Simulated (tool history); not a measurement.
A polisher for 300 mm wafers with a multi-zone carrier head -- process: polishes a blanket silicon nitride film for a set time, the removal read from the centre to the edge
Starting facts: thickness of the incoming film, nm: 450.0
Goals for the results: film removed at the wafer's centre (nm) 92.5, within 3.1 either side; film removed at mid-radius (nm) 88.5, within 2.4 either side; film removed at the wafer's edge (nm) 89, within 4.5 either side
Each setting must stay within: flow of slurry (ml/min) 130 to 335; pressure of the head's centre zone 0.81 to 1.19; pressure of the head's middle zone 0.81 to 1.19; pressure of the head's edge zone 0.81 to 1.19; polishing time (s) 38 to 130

| run | hour | flow of slurry (ml/min) | pressure of the head's centre zone | pressure of the head's middle zone | pressure of the head's edge zone | polishing time (s) | film removed at the wafer's centre (nm) | film removed at mid-radius (nm) | film removed at the wafer's edge (nm) |
|---|---|---|---|---|---|---|---|---|---|
| 1 | 0 | 215 | 1 | 1 | 1 | 84 | 135.42 | 134.48 | 135.08 |
| 2 | 0.7 | 215 | 1 | 1 | 0.97 | 84 | 133.39 | 133.81 | 132.44 |
| 3 | 3.4 | 215 | 1 | 1 | 1 | 84 | 135.02 | 135.06 | 136.38 |
| 4 | 10.3 | 215 | 0.92 | 1 | 1 | 84 | 129.47 | 136.19 | 134.54 |
| 5 | 16.8 | 210 | 0.92 | 0.97 | 0.96 | 78 | 116.29 | 122.61 | 123.38 |
| 6 | 17.9 | 210 | 0.92 | 1.04 | 0.96 | 78 | 116.85 | 130.67 | 127.9 |
| 7 | 20.6 | 220 | 0.93 | 0.99 | 0.92 | 73 | 112.3 | 116.55 | 116.6 |
| 8 | 28.4 | 220 | 0.94 | 0.98 | 0.89 | 69 | 108.53 | 108.48 | 107.43 |
| 9 | 31.8 | 215 | 0.93 | 0.96 | 0.87 | 67 | 101.72 | 103.06 | 103.44 |
| 10 | 33.7 | 205 | 0.94 | 0.95 | 0.85 | 65 | 100.06 | 99.323 | 97.362 |
| 11 | 34.7 | 205 | 0.94 | 0.95 | 0.85 | 65 | 99.312 | 100.28 | 97.957 |
| 12 | 43.1 | 195 | 0.94 | 0.92 | 0.84 | 65 | 97.4 | 96.75 | 97.509 |
| 13 | 44.2 | 190 | 0.95 | 0.91 | 0.83 | 64 | 98.364 | 94.503 | 96.258 |
| 14 | 49.6 | 190 | 0.95 | 0.91 | 0.82 | 63 | 95.849 | 92.076 | 92.863 |
| 15 | 58.4 | 185 | 0.95 | 0.91 | 0.82 | 63 | 98.274 | 92.79 | 92.909 |

Next run, 5 choices. One meets every target within its allowed miss, the rest don't. Which?
| A | 67.2 | 130 | 1.13 | 0.89 | 0.81 | 62 | ? | ? | ? |
| B | 67.2 | 180 | 0.97 | 0.92 | 0.85 | 60 | ? | ? | ? |
| C | 67.2 | 165 | 1.15 | 0.92 | 0.81 | 63 | ? | ? | ? |
| D | 67.2 | 175 | 1.11 | 0.87 | 0.82 | 62 | ? | ? | ? |
| E | 67.2 | 185 | 0.85 | 0.88 | 0.85 | 65 | ? | ? | ? |

| move | film removed at the wafer's centre (nm) | film removed at mid-radius (nm) | film removed at the wafer's edge (nm) |
|---|---|---|---|
| A | 103.75 | 87.684 | 88.71 |
| B | 92.013 | 89.675 | 89.414 |
| C | 109.32 | 93.418 | 91.423 |
| D | 105.17 | 88.217 | 90.842 |
| E | 90.533 | 93.887 | 97.08 |
A: moves away from the targets compared with the last run
B: all results in spec
C: moves away from the targets compared with the last run
D: moves away from the targets compared with the last run
E: the furthest-off result lands on target, but another misses its tolerance
Answer: B
